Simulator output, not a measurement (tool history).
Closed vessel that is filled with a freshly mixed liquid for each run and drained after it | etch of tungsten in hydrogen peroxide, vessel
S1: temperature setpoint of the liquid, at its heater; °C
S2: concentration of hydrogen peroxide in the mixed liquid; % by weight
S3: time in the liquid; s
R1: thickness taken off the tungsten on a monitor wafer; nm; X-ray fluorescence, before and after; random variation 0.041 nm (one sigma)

{"run": 1, "hour": 0.0, "S1": 46.0, "S2": 15.5, "S3": 30, "R1": 20.091}
{"run": 2, "hour": 1.6, "S1": 45.0, "S2": 15.5, "S3": 30, "R1": 18.768}
{"run": 3, "hour": 3.3, "S1": 45.0, "S2": 15.5, "S3": 30, "R1": 18.778}
{"run": 4, "hour": 6.0, "S1": 45.0, "S2": 18.5, "S3": 30, "R1": 20.619}
{"run": 5, "hour": 7.4, "S1": 44.0, "S2": 18.5, "S3": 30, "R1": 19.252}
{"run": 6, "hour": 16.4, "S1": 49.5, "S2": 18.5, "S3": 30, "R1": 27.033}
{"run": 7, "hour": 22.3, "S1": 48.0, "S2": 18.5, "S3": 30, "R1": 24.722}
{"run": 8, "hour": 25.8, "S1": 46.5, "S2": 18.5, "S3": 30, "R1": 22.59}
{"run": 9, "hour": 34.2, "S1": 38.5, "S2": 18.5, "S3": 30, "R1": 13.472}
{"run": 10, "hour": 38.1, "S1": 38.0, "S2": 18.5, "S3": 30, "R1": 13.014}
{"run": 11, "hour": 44.4, "S1": 37.0, "S2": 18.5, "S3": 30, "R1": 12.18}

Forecast run 12:
{"run": 12, "hour": 48.9, "S1": 36.5, "S2": 18.5, "S3": 30, "R1": "?"}

Run 12 gave R1 11.831 nm.
